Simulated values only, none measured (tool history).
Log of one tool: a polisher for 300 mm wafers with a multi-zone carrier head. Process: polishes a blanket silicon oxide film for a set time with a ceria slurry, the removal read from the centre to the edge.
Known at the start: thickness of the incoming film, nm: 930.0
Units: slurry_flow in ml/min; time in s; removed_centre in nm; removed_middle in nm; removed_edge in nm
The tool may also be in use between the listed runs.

run,hour,slurry_flow,centre_zone,middle_zone,edge_zone,time,removed_centre,removed_middle,removed_edge
1,0.0,150,1.00,1.00,1.00,57,163.62,162.19,155.33
2,4.0,115,1.00,1.00,1.00,57,148.49,148.97,152.53
3,7.2,120,0.96,1.01,0.96,54,136.57,145.33,142.75
4,11.2,120,0.90,1.01,0.96,54,127.96,144.47,142.90
5,18.5,150,0.90,1.01,0.96,54,133.31,151.95,148.29
6,26.2,145,0.91,1.03,0.92,51,128.06,146.20,136.53
7,27.3,115,0.86,1.06,0.82,45,101.77,124.21,110.06
8,29.1,115,0.86,1.06,0.82,45,100.30,124.65,107.51

Run 9 comes next. What will it give?
9,33.0,155,0.89,1.07,0.86,46,?,?,?

{"run 9": {"removed_centre": 116.44, "removed_middle": 136.74, "removed_edge": 119.99}}

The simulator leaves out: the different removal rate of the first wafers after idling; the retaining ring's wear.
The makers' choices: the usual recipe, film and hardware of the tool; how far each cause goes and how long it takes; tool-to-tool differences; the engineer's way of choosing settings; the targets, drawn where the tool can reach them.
